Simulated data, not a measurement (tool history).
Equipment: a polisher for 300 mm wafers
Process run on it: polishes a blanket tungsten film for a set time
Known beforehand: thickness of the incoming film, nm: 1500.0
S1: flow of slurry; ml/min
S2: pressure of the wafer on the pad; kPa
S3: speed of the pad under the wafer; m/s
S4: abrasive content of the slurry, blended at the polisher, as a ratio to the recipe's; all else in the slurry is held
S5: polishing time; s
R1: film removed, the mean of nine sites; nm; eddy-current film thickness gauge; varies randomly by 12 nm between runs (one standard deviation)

| run | hour | S1 | S2 | S3 | S4 | S5 | R1 |
|---|---|---|---|---|---|---|---|
| 1 | 0.0 | 295 | 31.7 | 1.06 | 1.0 | 74 | 445.16 |
| 2 | 7.6 | 295 | 33.8 | 1.08 | 1.0 | 74 | 483.51 |
| 3 | 10.7 | 295 | 33.8 | 1.08 | 1.0 | 78 | 514.87 |
| 4 | 18.9 | 295 | 33.8 | 1.08 | 0.8 | 78 | 500.68 |
| 5 | 23.8 | 295 | 33.8 | 1.08 | 0.8 | 74 | 463.30 |
| 6 | 29.0 | 295 | 33.8 | 1.22 | 0.8 | 74 | 524.86 |

Run 7 has not been measured yet. What should we expect?
| 7 | 38.0 | 295 | 35.9 | 1.22 | 0.8 | 74 | ? |

R1: 538.19 nm

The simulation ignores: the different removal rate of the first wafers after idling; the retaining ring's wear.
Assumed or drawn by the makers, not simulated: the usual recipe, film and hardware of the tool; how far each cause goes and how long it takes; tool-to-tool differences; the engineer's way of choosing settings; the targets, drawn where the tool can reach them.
